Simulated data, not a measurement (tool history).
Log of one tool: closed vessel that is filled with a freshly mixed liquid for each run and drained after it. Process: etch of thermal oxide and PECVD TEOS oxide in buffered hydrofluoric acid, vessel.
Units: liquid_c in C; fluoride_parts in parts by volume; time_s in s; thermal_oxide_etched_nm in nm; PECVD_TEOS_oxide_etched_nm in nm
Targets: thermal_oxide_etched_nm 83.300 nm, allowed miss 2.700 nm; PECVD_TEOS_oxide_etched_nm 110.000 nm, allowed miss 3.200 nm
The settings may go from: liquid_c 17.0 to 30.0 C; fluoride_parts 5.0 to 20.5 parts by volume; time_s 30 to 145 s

| run | hour | liquid_c | fluoride_parts | time_s | thermal_oxide_etched_nm | PECVD_TEOS_oxide_etched_nm |
|---|---|---|---|---|---|---|
| 1 | 0.0 | 22.0 | 12.5 | 75 | 54.461 | 73.750 |
| 2 | 3.3 | 25.0 | 12.5 | 75 | 64.125 | 84.523 |
| 3 | 8.8 | 25.0 | 11.0 | 75 | 73.192 | 97.754 |
| 4 | 11.1 | 28.0 | 11.0 | 75 | 86.260 | 113.040 |
| 5 | 18.3 | 28.0 | 8.0 | 75 | 112.970 | 153.330 |
| 6 | 23.5 | 28.0 | 8.0 | 45 | 68.783 | 92.481 |
| 7 | 30.3 | 28.0 | 8.0 | 45 | 68.859 | 90.597 |
| 8 | 35.0 | 29.0 | 7.5 | 45 | 76.455 | 105.290 |
| 9 | 42.2 | 29.5 | 7.5 | 45 | 80.823 | 105.810 |
| 10 | 48.6 | 29.5 | 7.0 | 45 | 86.668 | 114.840 |

4 next moves are on the table. One of them brings every result within its allowed miss. Which?
| A | 55.0 | 27.0 | 5.0 | 40 | ? | ? |
| B | 55.0 | 29.0 | 9.5 | 60 | ? | ? |
| C | 55.0 | 26.5 | 7.5 | 60 | ? | ? |
| D | 55.0 | 25.5 | 5.0 | 45 | ? | ? |

| move | thermal_oxide_etched_nm | PECVD_TEOS_oxide_etched_nm |
|---|---|---|
| A | 88.961 | 117.830 |
| B | 82.052 | 108.680 |
| C | 90.436 | 119.780 |
| D | 92.289 | 122.240 |
A: further off than the last run
B: meets every target
C: further off than the last run
D: further off than the last run
Answer: B
